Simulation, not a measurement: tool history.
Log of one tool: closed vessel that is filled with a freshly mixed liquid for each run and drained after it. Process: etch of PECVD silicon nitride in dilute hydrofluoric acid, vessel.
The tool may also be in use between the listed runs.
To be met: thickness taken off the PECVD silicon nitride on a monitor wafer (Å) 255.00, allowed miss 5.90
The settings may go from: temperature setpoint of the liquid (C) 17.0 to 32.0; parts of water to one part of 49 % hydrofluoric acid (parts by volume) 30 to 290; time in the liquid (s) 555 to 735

run  hour  temperature setpoint of the liquid (C)  parts of water to one part of 49 % hydrofluoric acid (parts by volume)  time in the liquid (s)  thickness taken off the PECVD silicon nitride on a monitor wafer (Å)
  1   0.0                                    24.0                                                                     160                     735                                                                127.36
  2   7.9                                    26.5                                                                     150                     735                                                                161.43
  3  12.7                                    28.0                                                                     145                     735                                                                180.31
  4  15.0                                    28.0                                                                     115                     735                                                                230.35
  5  21.2                                    26.5                                                                     115                     735                                                                209.77
  6  27.9                                    26.5                                                                     115                     555                                                                159.28
  7  32.2                                    26.5                                                                     115                     555                                                                158.71
  8  36.4                                    28.0                                                                     110                     555                                                                182.22
  9  41.0                                    29.0                                                                     105                     555                                                                201.60
 10  42.8                                    30.0                                                                     100                     555                                                                227.03
 11  50.1                                    30.5                                                                     100                     555                                                                234.79
 12  56.4                                    31.0                                                                     100                     555                                                                239.20

5 next moves are on the table. One of them brings every result within its allowed miss. Which?
  A  62.7                                    32.0                                                                     145                     735                                                                     ?
  B  62.7                                    31.5                                                                     120                     720                                                                     ?
  C  62.7                                    31.0                                                                     130                     735                                                                     ?
  D  62.7                                    31.5                                                                     110                     625                                                                     ?
  E  62.7                                    30.0                                                                     115                     685                                                                     ?

move  thickness taken off the PECVD silicon nitride on a monitor wafer (Å)
   A                                                                231.22
   B                                                                266.44
   C                                                                243.19
   D                                                                252.62
   E                                                                241.22
A: further off than the last run
B: takes the result that was furthest off past its target
C: nearer than the last run, and not there yet
D: meets every target
E: nearer than the last run, and not there yet
The right move is D.
